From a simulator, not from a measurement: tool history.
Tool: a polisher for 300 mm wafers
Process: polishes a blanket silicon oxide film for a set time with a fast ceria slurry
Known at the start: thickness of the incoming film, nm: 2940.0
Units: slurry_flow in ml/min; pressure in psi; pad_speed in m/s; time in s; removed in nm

run,day,slurry_flow,pressure,pad_speed,time,removed
1,0.000,155,3.0,1.30,62,1654.60
2,0.142,155,3.0,1.46,62,1842.70
3,0.183,155,2.5,1.38,62,1457.60
4,0.517,155,2.2,1.34,62,1242.10
5,0.879,155,2.2,1.34,65,1335.00
6,1.038,155,2.0,1.30,65,1154.00
7,1.346,155,1.8,1.30,65,1047.70
8,1.504,155,1.7,1.30,65,999.07

Forecast run 9:
9,1.542,155,1.6,1.30,65,?

removed: 965.38 nm
